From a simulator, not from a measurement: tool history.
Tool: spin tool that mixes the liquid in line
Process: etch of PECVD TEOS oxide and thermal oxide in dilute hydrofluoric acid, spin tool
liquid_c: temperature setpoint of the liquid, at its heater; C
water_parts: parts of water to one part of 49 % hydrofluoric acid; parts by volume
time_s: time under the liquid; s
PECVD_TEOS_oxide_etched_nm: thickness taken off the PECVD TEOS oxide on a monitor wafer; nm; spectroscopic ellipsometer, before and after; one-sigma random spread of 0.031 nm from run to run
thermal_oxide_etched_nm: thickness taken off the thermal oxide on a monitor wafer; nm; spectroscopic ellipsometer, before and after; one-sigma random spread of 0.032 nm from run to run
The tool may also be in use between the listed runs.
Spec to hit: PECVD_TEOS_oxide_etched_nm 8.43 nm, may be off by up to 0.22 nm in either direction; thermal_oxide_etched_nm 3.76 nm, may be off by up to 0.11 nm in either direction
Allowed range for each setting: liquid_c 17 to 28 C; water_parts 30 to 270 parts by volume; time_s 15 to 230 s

run    day  liquid_c  water_parts  time_s  PECVD_TEOS_oxide_etched_nm  thermal_oxide_etched_nm
  1      0        20          150     120                      6.8961                   3.0784
  2  0.054        20           95     120                       11.55                   5.1179
  3  0.408        19          100     120                      10.478                   4.6697
  4  0.475        17          100     120                       9.651                   4.2755
  5  0.546        17           75     120                      13.264                   5.9577
  6  0.658        17           90     120                      10.789                   4.8793
  7    0.9        17          100     120                      9.6141                   4.2919
  8  1.092        17          105     120                      9.0805                   4.0776
  9  1.371        17          110     120                      8.6625                   3.8606

Exactly one of the 4 candidate moves below puts every result within its allowed miss. Which one?
  A  1.65        17           65      70                           ?                        ?
  B  1.65      25.5          270     230                           ?                        ?
  C  1.65      21.5          230     215                           ?                        ?
  D  1.65        21           80      70                           ?                        ?

move  PECVD_TEOS_oxide_etched_nm  thermal_oxide_etched_nm
   A                      8.9091                   4.0187
   B                      7.9005                   3.5637
   C                      7.8156                   3.5255
   D                      8.4239                   3.7998
A: moves away from the targets compared with the last run
B: takes the biggest miss from the last run beyond its target
C: takes the biggest miss from the last run beyond its target
D: each result inside its tolerance
D meets every target.
